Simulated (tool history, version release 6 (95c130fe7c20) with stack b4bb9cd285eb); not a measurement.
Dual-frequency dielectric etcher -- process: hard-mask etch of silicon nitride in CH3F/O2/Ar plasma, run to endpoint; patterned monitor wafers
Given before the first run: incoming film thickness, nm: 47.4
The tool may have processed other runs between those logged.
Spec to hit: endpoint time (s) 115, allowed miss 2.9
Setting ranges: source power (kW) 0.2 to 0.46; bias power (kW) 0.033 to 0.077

| run | day | source power (kW) | bias power (kW) | endpoint time (s) |
|---|---|---|---|---|
| 1 | 0 | 0.33 | 0.055 | 83.857 |
| 2 | 0.354 | 0.3 | 0.051 | 91.948 |
| 3 | 0.396 | 0.28 | 0.049 | 97.22 |
| 4 | 0.729 | 0.28 | 0.059 | 90.258 |
| 5 | 0.883 | 0.25 | 0.059 | 97.165 |
| 6 | 1.088 | 0.24 | 0.057 | 101.51 |
| 7 | 1.254 | 0.23 | 0.056 | 103.91 |
| 8 | 1.279 | 0.22 | 0.055 | 109.32 |

Consider the 5 candidate settings below. Which is the only one whose results all fall within their allowed miss of target?
| A | 1.304 | 0.2 | 0.059 | ? |
| B | 1.304 | 0.22 | 0.053 | ? |
| C | 1.304 | 0.23 | 0.051 | ? |
| D | 1.304 | 0.26 | 0.045 | ? |
| E | 1.304 | 0.23 | 0.055 | ? |

| move | endpoint time (s) |
|---|---|
| A | 115.07 |
| B | 111.15 |
| C | 109.67 |
| D | 107.09 |
| E | 105.85 |
A: hits every target within its allowed miss
B: an improvement on the last run, though not all results are within tolerance
C: an improvement on the last run, though not all results are within tolerance
D: the biggest miss grows against the last run
E: the biggest miss grows against the last run
Correct choice: A, which meets every target
